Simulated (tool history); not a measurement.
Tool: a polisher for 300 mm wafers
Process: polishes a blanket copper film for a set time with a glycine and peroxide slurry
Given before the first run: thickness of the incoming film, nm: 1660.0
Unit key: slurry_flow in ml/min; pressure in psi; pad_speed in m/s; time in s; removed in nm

run	hour	slurry_flow	pressure	pad_speed	time	removed
1	0	180	2	0.86	98	375.96
2	4.1	180	2	0.86	98	369.87
3	5.8	180	2	0.86	102	389.39
4	14.5	180	2.5	0.86	102	465.45
5	23.3	200	2.5	0.86	102	475.55
# hour 30.1: slurry nozzle cleaned
6	30.1	190	2.2	0.86	102	450.89
7	34.7	165	2.1	0.86	102	428.75
8	35.6	185	2	0.86	102	412.98

Predict the results of run 9:
9	36.9	185	1.4	0.84	102	?

Run 9 gave removed 318.19 nm.
